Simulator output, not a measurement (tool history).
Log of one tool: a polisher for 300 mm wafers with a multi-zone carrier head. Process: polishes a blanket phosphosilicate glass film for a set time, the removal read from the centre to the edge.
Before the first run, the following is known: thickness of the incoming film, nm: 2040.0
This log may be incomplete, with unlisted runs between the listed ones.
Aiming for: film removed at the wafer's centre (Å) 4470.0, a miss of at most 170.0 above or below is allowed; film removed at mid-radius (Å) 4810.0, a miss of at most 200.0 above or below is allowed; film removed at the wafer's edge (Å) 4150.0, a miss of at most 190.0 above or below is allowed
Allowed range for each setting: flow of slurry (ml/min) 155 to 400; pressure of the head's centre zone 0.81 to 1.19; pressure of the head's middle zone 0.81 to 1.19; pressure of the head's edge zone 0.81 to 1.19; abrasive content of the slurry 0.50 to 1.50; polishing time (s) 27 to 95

run,hour,flow of slurry (ml/min),pressure of the head's centre zone,pressure of the head's middle zone,pressure of the head's edge zone,abrasive content of the slurry,polishing time (s),film removed at the wafer's centre (Å),film removed at mid-radius (Å),film removed at the wafer's edge (Å)
1,0.0,255,1.00,1.00,1.00,1.00,61,5955.7,5894.3,5989.0
2,6.3,255,1.00,1.00,1.04,1.00,61,5820.5,6087.3,6036.9
3,12.1,255,1.00,1.00,1.04,1.00,68,6664.8,6635.2,6772.6
4,14.5,260,1.01,1.03,1.01,0.90,65,5955.8,6124.5,5834.9
5,17.5,260,1.01,1.03,1.01,0.90,54,4916.5,5018.2,4980.3
6,20.5,260,1.08,1.03,1.01,0.90,54,5281.1,5132.9,4853.5
7,25.1,260,1.07,1.05,0.99,0.85,54,4889.2,4966.0,4637.7
8,33.1,255,1.07,1.06,0.97,0.85,54,4975.3,5022.2,4643.3
9,41.1,255,1.07,1.08,0.96,0.80,54,4666.3,4802.6,4342.9
10,50.0,255,1.07,1.09,0.95,0.80,54,4724.3,4795.9,4280.4

Below are 4 possible settings for the next run. Only one of them brings all results inside the allowed miss of their targets. Which is it?
A,58.9,250,1.03,1.16,0.96,0.80,50,?,?,?
B,58.9,275,1.08,1.16,0.95,0.80,51,?,?,?
C,58.9,290,1.13,1.00,0.90,0.85,51,?,?,?
D,58.9,290,1.11,0.98,0.89,0.85,53,?,?,?

move,film removed at the wafer's centre (Å),film removed at mid-radius (Å),film removed at the wafer's edge (Å)
A,4180.7,4793.1,4037.2
B,4520.7,4935.1,4129.5
C,4995.1,4591.8,4267.7
D,5097.7,4691.9,4415.8
A: moves the result that the last run missed by most past its target, out the other side
B: all results in spec
C: the biggest miss grows against the last run
D: the biggest miss grows against the last run
Correct choice: B, which meets every target
